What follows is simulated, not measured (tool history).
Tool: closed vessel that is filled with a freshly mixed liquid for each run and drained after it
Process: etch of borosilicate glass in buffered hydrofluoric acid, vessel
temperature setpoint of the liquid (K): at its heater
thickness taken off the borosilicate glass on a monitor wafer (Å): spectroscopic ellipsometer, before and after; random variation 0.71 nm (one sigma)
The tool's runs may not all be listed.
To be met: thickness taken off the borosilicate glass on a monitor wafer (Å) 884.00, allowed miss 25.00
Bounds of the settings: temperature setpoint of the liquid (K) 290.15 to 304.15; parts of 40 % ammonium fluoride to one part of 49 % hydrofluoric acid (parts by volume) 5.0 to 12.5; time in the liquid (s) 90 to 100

run	hour	temperature setpoint of the liquid (K)	parts of 40 % ammonium fluoride to one part of 49 % hydrofluoric acid (parts by volume)	time in the liquid (s)	thickness taken off the borosilicate glass on a monitor wafer (Å)
1	0.0	296.15	7.5	90	1227.30
2	3.0	296.15	6.0	90	1539.40
3	8.4	295.65	6.0	90	1505.80
4	14.6	295.65	6.0	90	1510.60
5	18.0	295.15	6.0	90	1449.60
6	24.9	293.65	6.0	90	1349.80
7	31.9	293.15	6.0	90	1301.40
8	37.9	292.65	6.0	90	1277.50
9	45.0	292.15	6.0	90	1254.50
10	49.4	291.15	7.0	90	1018.20
11	52.8	290.65	7.5	90	912.24

5 next moves are on the table. One of them brings every result within its allowed miss. Which?
A	56.2	293.15	9.5	95	?
B	56.2	290.15	7.5	95	?
C	56.2	291.15	7.5	90	?
D	56.2	290.65	7.5	95	?
E	56.2	291.65	8.0	95	?

move	thickness taken off the borosilicate glass on a monitor wafer (Å)
A	873.78
B	937.24
C	938.97
D	963.85
E	948.72
A: meets every target
B: further off than the last run
C: further off than the last run
D: further off than the last run
E: further off than the last run
The right move is A.
